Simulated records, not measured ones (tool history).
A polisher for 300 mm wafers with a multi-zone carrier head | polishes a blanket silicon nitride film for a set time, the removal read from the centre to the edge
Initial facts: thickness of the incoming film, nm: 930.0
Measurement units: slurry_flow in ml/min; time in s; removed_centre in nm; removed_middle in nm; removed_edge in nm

{"run": 1, "day": 0.0, "slurry_flow": 130, "centre_zone": 1.0, "middle_zone": 1.0, "edge_zone": 1.0, "time": 76, "removed_centre": 99.563, "removed_middle": 102.68, "removed_edge": 103.41}
{"run": 2, "day": 0.292, "slurry_flow": 145, "centre_zone": 1.04, "middle_zone": 1.03, "edge_zone": 1.06, "time": 80, "removed_centre": 115.47, "removed_middle": 113.85, "removed_edge": 115.32}
{"run": 3, "day": 0.346, "slurry_flow": 130, "centre_zone": 1.04, "middle_zone": 1.03, "edge_zone": 1.06, "time": 80, "removed_centre": 111.6, "removed_middle": 110.69, "removed_edge": 113.56}
{"run": 4, "day": 0.575, "slurry_flow": 145, "centre_zone": 1.06, "middle_zone": 1.06, "edge_zone": 1.1, "time": 82, "removed_centre": 118.3, "removed_middle": 119.31, "removed_edge": 122.79}
{"run": 5, "day": 0.683, "slurry_flow": 145, "centre_zone": 1.06, "middle_zone": 1.06, "edge_zone": 1.15, "time": 82, "removed_centre": 118.86, "removed_middle": 119.22, "removed_edge": 121.59}
{"run": 6, "day": 0.888, "slurry_flow": 160, "centre_zone": 1.09, "middle_zone": 1.08, "edge_zone": 1.16, "time": 83, "removed_centre": 125.96, "removed_middle": 126.27, "removed_edge": 124.87}
{"run": 7, "day": 1.079, "slurry_flow": 160, "centre_zone": 1.1, "middle_zone": 1.08, "edge_zone": 1.17, "time": 85, "removed_centre": 132.33, "removed_middle": 127.48, "removed_edge": 126.58}

Run 8 has not been measured yet. What should we expect?
{"run": 8, "day": 1.317, "slurry_flow": 165, "centre_zone": 1.1, "middle_zone": 1.08, "edge_zone": 1.18, "time": 87, "removed_centre": "?", "removed_middle": "?", "removed_edge": "?"}

removed_centre: 135.470 nm
removed_middle: 131.68 nm
removed_edge: 135.82 nm
